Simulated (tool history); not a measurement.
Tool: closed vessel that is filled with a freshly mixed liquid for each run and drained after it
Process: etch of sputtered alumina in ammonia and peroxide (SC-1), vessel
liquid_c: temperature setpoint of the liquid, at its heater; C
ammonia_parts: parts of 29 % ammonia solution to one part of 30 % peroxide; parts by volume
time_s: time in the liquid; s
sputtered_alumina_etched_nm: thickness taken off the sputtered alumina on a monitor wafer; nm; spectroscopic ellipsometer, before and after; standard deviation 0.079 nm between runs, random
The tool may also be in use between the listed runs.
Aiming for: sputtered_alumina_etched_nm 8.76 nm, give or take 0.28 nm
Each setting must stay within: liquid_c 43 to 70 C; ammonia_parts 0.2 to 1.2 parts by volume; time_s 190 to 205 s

run	day	liquid_c	ammonia_parts	time_s	sputtered_alumina_etched_nm
1	0	59	0.8	190	18.268
2	0.104	64	0.8	190	23.063
3	0.246	59	0.8	190	18.047
4	0.3	63.5	0.8	190	22.571
5	0.404	59	0.8	190	17.97
6	0.546	55.5	0.8	190	15.022
7	0.812	53	0.8	190	13.033
# day 1.108: new drum of ammonia solution connected
8	1.108	51	0.8	190	11.933
9	1.417	49.5	0.8	190	10.742
10	1.788	48.5	0.8	190	10.268
11	2.067	48	0.8	190	10.09
12	2.225	47.5	0.8	190	9.7236
13	2.417	45	0.8	190	8.4625

Exercise: of the 4 proposed moves below, exactly one satisfies all targets within the stated allowed misses. Which move is it?
A	2.608	44	0.85	190	?
B	2.608	44	0.75	195	?
C	2.608	45.5	0.9	190	?
D	2.608	45	0.6	190	?

move	sputtered_alumina_etched_nm
A	8.1463
B	8.2614
C	8.9225
D	8.3437
A: misses by more than the last run did
B: misses by more than the last run did
C: all results land within tolerance of their targets
D: misses by more than the last run did
Move C is the one to make.
